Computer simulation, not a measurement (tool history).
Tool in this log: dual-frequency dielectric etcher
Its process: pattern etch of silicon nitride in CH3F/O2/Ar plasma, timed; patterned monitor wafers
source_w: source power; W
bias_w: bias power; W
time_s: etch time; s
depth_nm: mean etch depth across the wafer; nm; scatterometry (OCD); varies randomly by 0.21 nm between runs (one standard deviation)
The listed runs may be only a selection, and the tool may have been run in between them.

Run 1, hour 0: source_w 450 W, bias_w 61 W, time_s 39.5 s. Result: depth_nm 25.892 nm.
Run 2, hour 6.8: source_w 470 W, bias_w 63 W, time_s 39.5 s. Result: depth_nm 27.156 nm.
Run 3, hour 8.4: source_w 490 W, bias_w 63 W, time_s 39.5 s. Result: depth_nm 27.787 nm.
Run 4, hour 16.6: source_w 490 W, bias_w 63 W, time_s 36 s. Result: depth_nm 24.915 nm.
Run 5, hour 24: source_w 490 W, bias_w 63 W, time_s 36 s. Result: depth_nm 24.946 nm.
Run 6, hour 25.7: source_w 500 W, bias_w 66 W, time_s 36.5 s. Result: depth_nm 26.426 nm.
Run 7, hour 29.8: source_w 510 W, bias_w 68 W, time_s 36.5 s. Result: depth_nm 26.731 nm.
Run 8, hour 38.5: source_w 600 W, bias_w 80 W, time_s 39.5 s. Result: depth_nm 34.226 nm.

For run 9, what comes out?
Run 9, hour 40.1: source_w 590 W, bias_w 80 W, time_s 39.5 s. Result: depth_nm ?.

{"run 9": {"depth_nm": 33.954}}
